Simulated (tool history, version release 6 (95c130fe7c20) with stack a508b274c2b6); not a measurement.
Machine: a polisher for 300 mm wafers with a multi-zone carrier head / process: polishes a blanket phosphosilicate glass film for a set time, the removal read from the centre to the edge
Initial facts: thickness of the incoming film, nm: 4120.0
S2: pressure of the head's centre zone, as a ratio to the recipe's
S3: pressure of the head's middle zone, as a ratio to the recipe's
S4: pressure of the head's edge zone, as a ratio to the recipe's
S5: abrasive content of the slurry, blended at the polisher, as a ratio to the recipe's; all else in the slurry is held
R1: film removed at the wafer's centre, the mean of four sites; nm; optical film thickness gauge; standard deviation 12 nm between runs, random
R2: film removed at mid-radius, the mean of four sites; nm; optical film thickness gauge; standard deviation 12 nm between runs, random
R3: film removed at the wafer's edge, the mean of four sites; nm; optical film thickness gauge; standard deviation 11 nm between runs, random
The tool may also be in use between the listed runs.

Run 1, hour 0.0: flow of slurry (ml/min) 305, S2 1.00, S3 1.00, S4 1.00, S5 1.00, polishing time (s) 67. Result: R1 723.78 nm, R2 727.07 nm, R3 701.49 nm.
Run 2, hour 8.1: flow of slurry (ml/min) 305, S2 1.00, S3 1.00, S4 1.00, S5 1.00, polishing time (s) 73. Result: R1 796.36 nm, R2 777.89 nm, R3 772.51 nm.
Run 3, hour 13.0: flow of slurry (ml/min) 305, S2 1.00, S3 1.00, S4 1.00, S5 1.00, polishing time (s) 89. Result: R1 955.77 nm, R2 974.47 nm, R3 938.21 nm.
Run 4, hour 13.7: flow of slurry (ml/min) 310, S2 1.01, S3 1.01, S4 1.03, S5 1.05, polishing time (s) 89. Result: R1 988.64 nm, R2 983.15 nm, R3 947.09 nm.
Run 5, hour 14.3: flow of slurry (ml/min) 310, S2 1.01, S3 1.01, S4 1.03, S5 0.85, polishing time (s) 89. Result: R1 910.93 nm, R2 922.89 nm, R3 889.94 nm.
Run 6, hour 18.2: flow of slurry (ml/min) 310, S2 1.09, S3 1.01, S4 1.03, S5 0.85, polishing time (s) 89. Result: R1 976.01 nm, R2 914.03 nm, R3 898.74 nm.

Predict the results of run 7:
Run 7, hour 26.2: flow of slurry (ml/min) 305, S2 1.07, S3 1.01, S4 1.05, S5 0.95, polishing time (s) 90. Result: R1 ?, R2 ?, R3 ?.

Run 7 came out at R1 990.03 nm, R2 960.97 nm, R3 963.93 nm.
